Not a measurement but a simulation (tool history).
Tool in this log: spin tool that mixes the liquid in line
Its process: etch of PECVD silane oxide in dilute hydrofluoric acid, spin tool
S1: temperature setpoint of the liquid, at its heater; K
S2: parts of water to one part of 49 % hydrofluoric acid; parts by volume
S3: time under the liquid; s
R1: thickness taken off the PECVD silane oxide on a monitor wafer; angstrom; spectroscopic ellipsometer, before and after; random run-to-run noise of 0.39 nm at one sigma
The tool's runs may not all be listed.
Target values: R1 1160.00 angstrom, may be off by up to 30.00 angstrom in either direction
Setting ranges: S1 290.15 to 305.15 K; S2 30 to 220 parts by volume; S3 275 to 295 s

{"run": 1, "day": 0.0, "S1": 297.15, "S2": 125, "S3": 275, "R1": 571.94}
{"run": 2, "day": 0.371, "S1": 298.65, "S2": 115, "S3": 275, "R1": 665.54}
{"run": 3, "day": 0.575, "S1": 298.65, "S2": 115, "S3": 295, "R1": 711.23}
{"run": 4, "day": 0.783, "S1": 298.65, "S2": 100, "S3": 295, "R1": 836.55}
{"run": 5, "day": 1.062, "S1": 296.15, "S2": 100, "S3": 295, "R1": 754.33}
{"run": 6, "day": 1.362, "S1": 296.15, "S2": 125, "S3": 295, "R1": 592.2}
{"run": 7, "day": 1.533, "S1": 298.15, "S2": 120, "S3": 295, "R1": 671.56}
{"run": 8, "day": 1.904, "S1": 299.65, "S2": 115, "S3": 295, "R1": 740.03}
{"run": 9, "day": 2.179, "S1": 300.65, "S2": 110, "S3": 295, "R1": 812.34}
{"run": 10, "day": 2.242, "S1": 304.65, "S2": 85, "S3": 295, "R1": 1268.0}
{"run": 11, "day": 2.412, "S1": 304.15, "S2": 85, "S3": 295, "R1": 1240.8}
{"day": 2.667, "done": "hydrofluoric acid flow meter replaced"}
{"run": 12, "day": 2.667, "S1": 302.15, "S2": 85, "S3": 295, "R1": 1062.3}
{"run": 13, "day": 3.0, "S1": 302.65, "S2": 85, "S3": 295, "R1": 1088.5}

Pick the move, out of 5, that brings all results within their allowed miss; only one does.
{"run": "A", "day": 3.333, "S1": 303.65, "S2": 80, "S3": 295, "R1": "?"}
{"run": "B", "day": 3.333, "S1": 301.65, "S2": 80, "S3": 280, "R1": "?"}
{"run": "C", "day": 3.333, "S1": 302.65, "S2": 80, "S3": 295, "R1": "?"}
{"run": "D", "day": 3.333, "S1": 293.65, "S2": 60, "S3": 275, "R1": "?"}
{"run": "E", "day": 3.333, "S1": 301.15, "S2": 70, "S3": 285, "R1": "?"}

move=A R1=1214.70
move=B R1=1067.80
move=C R1=1169.20
move=D R1=1039.40
move=E R1=1235.60
A: the result that was furthest off in the last run now lies on the other side of its target
B: the biggest miss grows against the last run
C: meets every target
D: the biggest miss grows against the last run
E: the result that was furthest off in the last run now lies on the other side of its target
Answer: C

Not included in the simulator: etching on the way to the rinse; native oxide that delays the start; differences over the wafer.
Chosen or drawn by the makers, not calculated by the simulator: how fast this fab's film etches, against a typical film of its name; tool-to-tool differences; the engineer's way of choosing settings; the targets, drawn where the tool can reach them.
